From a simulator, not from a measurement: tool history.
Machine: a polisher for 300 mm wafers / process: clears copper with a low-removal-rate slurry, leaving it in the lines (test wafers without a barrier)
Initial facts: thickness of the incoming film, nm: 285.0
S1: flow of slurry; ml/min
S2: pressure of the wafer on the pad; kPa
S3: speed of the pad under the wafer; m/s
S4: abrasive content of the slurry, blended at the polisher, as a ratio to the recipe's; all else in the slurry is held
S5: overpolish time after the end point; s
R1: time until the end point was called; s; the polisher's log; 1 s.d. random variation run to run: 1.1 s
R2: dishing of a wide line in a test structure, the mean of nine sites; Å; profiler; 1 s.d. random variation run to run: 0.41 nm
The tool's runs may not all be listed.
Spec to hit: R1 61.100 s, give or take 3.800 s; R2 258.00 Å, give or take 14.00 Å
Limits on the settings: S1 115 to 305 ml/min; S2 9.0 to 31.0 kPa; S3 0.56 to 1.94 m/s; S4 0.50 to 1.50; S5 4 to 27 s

run 1 hour=0.0 | S1=195 S2=20.0 S3=1.24 S4=1.00 S5=14 | R1=93.958 R2=196.60
run 2 hour=4.0 | S1=195 S2=20.7 S3=1.24 S4=1.00 S5=14 | R1=89.582 R2=196.60
run 3 hour=9.8 | S1=195 S2=21.4 S3=1.24 S4=1.00 S5=14 | R1=89.384 R2=202.18
run 4 hour=12.6 | S1=195 S2=21.4 S3=1.08 S4=1.00 S5=14 | R1=102.090 R2=186.52
run 5 hour=15.7 | S1=195 S2=22.1 S3=1.10 S4=1.00 S5=14 | R1=98.924 R2=191.96
run 6 hour=19.9 | S1=145 S2=22.1 S3=1.10 S4=1.00 S5=14 | R1=99.947 R2=192.76
run 7 hour=23.7 | S1=145 S2=22.8 S3=1.12 S4=1.00 S5=14 | R1=97.994 R2=191.53
run 8 hour=28.5 | S1=145 S2=22.8 S3=1.12 S4=1.00 S5=14 | R1=98.387 R2=193.16
run 9 hour=33.8 | S1=145 S2=23.4 S3=1.14 S4=1.00 S5=14 | R1=92.043 R2=193.37
run 10 hour=35.5 | S1=145 S2=24.1 S3=1.16 S4=1.00 S5=15 | R1=88.772 R2=210.74
run 11 hour=39.0 | S1=145 S2=24.8 S3=1.18 S4=1.00 S5=15 | R1=86.831 R2=215.12
run 12 hour=42.0 | S1=145 S2=24.8 S3=1.18 S4=1.00 S5=15 | R1=86.589 R2=212.08
run 13 hour=43.4 | S1=145 S2=25.5 S3=1.20 S4=1.00 S5=15 | R1=83.686 R2=213.08
run 14 hour=50.7 | S1=145 S2=26.2 S3=1.22 S4=1.00 S5=15 | R1=77.951 R2=226.22
run 15 hour=59.4 | S1=145 S2=26.2 S3=1.22 S4=1.00 S5=15 | R1=78.751 R2=213.34
run 16 hour=68.2 | S1=145 S2=26.9 S3=1.24 S4=1.00 S5=15 | R1=78.527 R2=222.47
-- hour=69.7 slurry nozzle cleaned
run 17 hour=69.7 | S1=145 S2=27.6 S3=1.26 S4=1.00 S5=15 | R1=66.865 R2=228.87
run 18 hour=74.5 | S1=155 S2=28.3 S3=1.26 S4=1.00 S5=16 | R1=69.167 R2=237.98
run 19 hour=75.5 | S1=155 S2=29.6 S3=1.28 S4=1.00 S5=17 | R1=65.126 R2=238.86

Which single option among these 5 for the next run brings every result within its allowed miss of target? Just one does.
run A hour=76.5 | S1=120 S2=31.0 S3=1.16 S4=1.05 S5=18 | R1=? R2=?
run B hour=76.5 | S1=210 S2=31.0 S3=1.46 S4=1.00 S5=17 | R1=? R2=?
run C hour=76.5 | S1=170 S2=29.6 S3=1.44 S4=0.90 S5=10 | R1=? R2=?
run D hour=76.5 | S1=160 S2=31.0 S3=1.28 S4=0.95 S5=13 | R1=? R2=?
run E hour=76.5 | S1=115 S2=26.2 S3=1.54 S4=1.10 S5=20 | R1=? R2=?

move=A R1=68.469 R2=251.78
move=B R1=52.692 R2=262.91
move=C R1=57.930 R2=218.43
move=D R1=62.050 R2=235.40
move=E R1=59.572 R2=263.68
A: corrects the largest miss of the last run, while another result sits out of spec
B: corrects the largest miss of the last run, while another result sits out of spec
C: further off than the last run
D: further off than the last run
E: hits every target within its allowed miss
Correct choice: E, which meets every target
